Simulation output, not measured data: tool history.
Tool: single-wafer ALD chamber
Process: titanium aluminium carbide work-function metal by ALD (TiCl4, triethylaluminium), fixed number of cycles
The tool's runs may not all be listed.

run	day	heater temperature setpoint (°C)	triethylaluminium pulse time (s)	mean film thickness on the monitor wafer (Å)
1	0.000	320	7.14	18.535
2	0.117	315	7.14	18.200
3	0.208	315	6.26	17.579
4	0.550	315	4.58	15.890
5	0.850	315	5.96	17.376
6	0.908	319	5.96	17.640

Run 7 comes next. What will it give?
7	1.121	315	5.45	?

Run 7 gave mean film thickness on the monitor wafer (Å) 16.867.
